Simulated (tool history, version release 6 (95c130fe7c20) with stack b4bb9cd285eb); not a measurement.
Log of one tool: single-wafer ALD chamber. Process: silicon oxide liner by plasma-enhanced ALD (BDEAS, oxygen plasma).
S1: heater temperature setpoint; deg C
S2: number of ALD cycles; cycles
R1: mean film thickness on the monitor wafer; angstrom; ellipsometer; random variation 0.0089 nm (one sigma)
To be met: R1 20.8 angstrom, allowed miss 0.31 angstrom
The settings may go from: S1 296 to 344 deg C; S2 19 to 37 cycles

Run 1, day 0: S1 320 deg C, S2 28 cycles. Result: R1 26.409 angstrom.
Run 2, day 0.238: S1 320 deg C, S2 31 cycles. Result: R1 29.138 angstrom.
Run 3, day 0.475: S1 322 deg C, S2 28 cycles. Result: R1 26.378 angstrom.
Run 4, day 0.671: S1 312 deg C, S2 28 cycles. Result: R1 26.559 angstrom.
Run 5, day 0.7: S1 316 deg C, S2 28 cycles. Result: R1 26.41 angstrom.
Run 6, day 0.946: S1 316 deg C, S2 31 cycles. Result: R1 29.292 angstrom.
Run 7, day 1.017: S1 317 deg C, S2 28 cycles. Result: R1 26.37 angstrom.
Run 8, day 1.146: S1 317 deg C, S2 26 cycles. Result: R1 24.514 angstrom.

4 next moves are on the table. One of them brings every result within its allowed miss. Which?
Run A, day 1.275: S1 312 deg C, S2 21 cycles. Result: R1 ?.
Run B, day 1.275: S1 317 deg C, S2 22 cycles. Result: R1 ?.
Run C, day 1.275: S1 322 deg C, S2 23 cycles. Result: R1 ?.
Run D, day 1.275: S1 305 deg C, S2 32 cycles. Result: R1 ?.

move      R1
   A  19.999
   B   20.82
   C  21.629
   D  30.742
A: takes the result that was furthest off past its target
B: meets every target
C: nearer than the last run, and not there yet
D: further off than the last run
Answer: B
